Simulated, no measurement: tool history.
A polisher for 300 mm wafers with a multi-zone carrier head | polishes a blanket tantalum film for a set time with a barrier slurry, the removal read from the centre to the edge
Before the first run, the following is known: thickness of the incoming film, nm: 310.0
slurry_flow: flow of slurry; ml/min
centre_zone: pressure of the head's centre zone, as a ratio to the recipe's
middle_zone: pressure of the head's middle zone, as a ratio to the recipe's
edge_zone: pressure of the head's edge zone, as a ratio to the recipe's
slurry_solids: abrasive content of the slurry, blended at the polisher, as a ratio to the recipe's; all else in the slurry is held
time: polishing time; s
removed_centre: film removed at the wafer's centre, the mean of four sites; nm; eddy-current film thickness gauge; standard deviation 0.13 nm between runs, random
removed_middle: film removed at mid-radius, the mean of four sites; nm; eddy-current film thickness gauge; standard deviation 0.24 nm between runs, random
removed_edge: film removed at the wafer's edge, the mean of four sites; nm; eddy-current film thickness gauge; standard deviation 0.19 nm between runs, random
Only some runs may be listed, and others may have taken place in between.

run 1 hour=0.0 | slurry_flow=135 centre_zone=1.00 middle_zone=1.00 edge_zone=1.00 slurry_solids=1.00 time=34 | removed_centre=28.565 removed_middle=28.734 removed_edge=29.172
run 2 hour=4.4 | slurry_flow=135 centre_zone=1.00 middle_zone=0.95 edge_zone=1.00 slurry_solids=1.00 time=34 | removed_centre=28.440 removed_middle=27.431 removed_edge=29.545
run 3 hour=12.7 | slurry_flow=150 centre_zone=1.00 middle_zone=0.95 edge_zone=1.00 slurry_solids=1.00 time=34 | removed_centre=28.922 removed_middle=28.226 removed_edge=29.425
run 4 hour=14.7 | slurry_flow=155 centre_zone=0.97 middle_zone=0.94 edge_zone=0.97 slurry_solids=0.85 time=33 | removed_centre=26.009 removed_middle=25.576 removed_edge=27.544
run 5 hour=16.6 | slurry_flow=155 centre_zone=0.96 middle_zone=0.97 edge_zone=0.94 slurry_solids=0.75 time=32 | removed_centre=23.267 removed_middle=23.477 removed_edge=24.254
run 6 hour=24.8 | slurry_flow=140 centre_zone=0.96 middle_zone=0.97 edge_zone=0.94 slurry_solids=0.75 time=32 | removed_centre=22.770 removed_middle=23.954 removed_edge=24.023
run 7 hour=26.9 | slurry_flow=135 centre_zone=0.95 middle_zone=0.96 edge_zone=0.91 slurry_solids=0.70 time=32 | removed_centre=21.629 removed_middle=22.383 removed_edge=22.758

Expected results for the next run?
run 8 hour=30.9 | slurry_flow=125 centre_zone=0.94 middle_zone=0.97 edge_zone=0.90 slurry_solids=0.70 time=32 | removed_centre=? removed_middle=? removed_edge=?

removed_centre: 21.266 nm
removed_middle: 21.933 nm
removed_edge: 22.232 nm
